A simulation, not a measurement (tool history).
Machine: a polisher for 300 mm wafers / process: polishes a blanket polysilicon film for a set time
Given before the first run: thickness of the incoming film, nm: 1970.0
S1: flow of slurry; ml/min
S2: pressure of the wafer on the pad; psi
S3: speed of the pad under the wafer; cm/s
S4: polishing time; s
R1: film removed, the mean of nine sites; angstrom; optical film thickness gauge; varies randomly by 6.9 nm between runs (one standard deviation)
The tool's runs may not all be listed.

Run 1, hour 0.0: S1 160 ml/min, S2 2.8 psi, S3 84 cm/s, S4 73 s. Result: R1 4462.7 angstrom.
Run 2, hour 7.4: S1 160 ml/min, S2 2.8 psi, S3 84 cm/s, S4 76 s. Result: R1 4695.7 angstrom.
Run 3, hour 10.1: S1 160 ml/min, S2 2.8 psi, S3 72 cm/s, S4 76 s. Result: R1 4029.8 angstrom.
Run 4, hour 14.1: S1 180 ml/min, S2 2.8 psi, S3 72 cm/s, S4 76 s. Result: R1 4151.3 angstrom.
Run 5, hour 20.5: S1 180 ml/min, S2 2.5 psi, S3 72 cm/s, S4 76 s. Result: R1 3724.9 angstrom.
Run 6, hour 26.1: S1 185 ml/min, S2 2.9 psi, S3 72 cm/s, S4 76 s. Result: R1 4301.0 angstrom.
Run 7, hour 30.0: S1 190 ml/min, S2 3.2 psi, S3 74 cm/s, S4 76 s. Result: R1 4796.7 angstrom.

For run 8, what comes out?
Run 8, hour 37.4: S1 190 ml/min, S2 3.4 psi, S3 76 cm/s, S4 76 s. Result: R1 ?.

For run 8 the tool returned R1 5188.5 angstrom.
